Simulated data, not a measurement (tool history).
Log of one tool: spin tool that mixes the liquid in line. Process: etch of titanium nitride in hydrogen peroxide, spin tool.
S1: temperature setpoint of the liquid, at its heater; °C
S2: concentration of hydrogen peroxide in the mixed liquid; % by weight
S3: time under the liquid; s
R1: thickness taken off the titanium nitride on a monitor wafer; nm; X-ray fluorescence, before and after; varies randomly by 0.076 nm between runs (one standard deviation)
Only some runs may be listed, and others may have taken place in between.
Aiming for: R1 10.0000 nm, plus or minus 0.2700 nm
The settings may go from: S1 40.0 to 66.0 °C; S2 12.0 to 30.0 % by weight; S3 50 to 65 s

run 1 day=0.000 | S1=56.0 S2=23.0 S3=65 | R1=4.6302
run 2 day=0.342 | S1=59.0 S2=25.0 S3=65 | R1=5.8728
run 3 day=0.567 | S1=61.0 S2=26.0 S3=65 | R1=6.7868
run 4 day=0.796 | S1=61.0 S2=30.0 S3=65 | R1=7.0698
run 5 day=0.933 | S1=61.0 S2=26.0 S3=65 | R1=6.7603
run 6 day=1.188 | S1=62.5 S2=27.0 S3=65 | R1=7.4518
run 7 day=1.542 | S1=63.5 S2=28.0 S3=65 | R1=8.1408
-- day=1.758 heated supply line repaired
run 8 day=1.758 | S1=66.0 S2=30.0 S3=65 | R1=11.1990

Exactly one of the 5 candidate moves below puts every result within its allowed miss. Which one?
run A day=1.975 | S1=65.5 S2=30.0 S3=55 | R1=?
run B day=1.975 | S1=65.0 S2=29.5 S3=65 | R1=?
run C day=1.975 | S1=65.5 S2=29.5 S3=60 | R1=?
run D day=1.975 | S1=64.5 S2=27.0 S3=60 | R1=?
run E day=1.975 | S1=63.0 S2=30.0 S3=65 | R1=?

move=A R1=9.1767
move=B R1=10.4550
move=C R1=9.9737
move=D R1=9.1562
move=E R1=9.1896
A: carries the result that was furthest off beyond its target, to the other side
B: gains on the last run, yet a result remains outside its allowed miss
C: meets every target
D: carries the result that was furthest off beyond its target, to the other side
E: carries the result that was furthest off beyond its target, to the other side
So the answer is move C, the one that meets all the targets.
